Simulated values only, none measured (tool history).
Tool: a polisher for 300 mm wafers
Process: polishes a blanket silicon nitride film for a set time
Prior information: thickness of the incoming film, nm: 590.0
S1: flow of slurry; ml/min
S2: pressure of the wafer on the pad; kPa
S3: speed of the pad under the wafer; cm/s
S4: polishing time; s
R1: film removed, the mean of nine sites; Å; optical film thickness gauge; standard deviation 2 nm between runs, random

run 1 hour=0 | S1=145 S2=33.8 S3=136 S4=96 | R1=2505.6
run 2 hour=5.3 | S1=145 S2=40.7 S3=136 S4=96 | R1=3020.4
run 3 hour=14.4 | S1=145 S2=35.9 S3=136 S4=96 | R1=2660.9
run 4 hour=20.3 | S1=140 S2=34.5 S3=136 S4=96 | R1=2511.1
run 5 hour=23.6 | S1=140 S2=42.1 S3=136 S4=96 | R1=3088.5
run 6 hour=26 | S1=140 S2=42.1 S3=136 S4=96 | R1=3124.3
run 7 hour=31.1 | S1=140 S2=42.1 S3=136 S4=96 | R1=3166.2

What will run 8 give?
run 8 hour=37.1 | S1=140 S2=40 S3=136 S4=96 | R1=?

{"run 8": {"R1": 2965.3}}
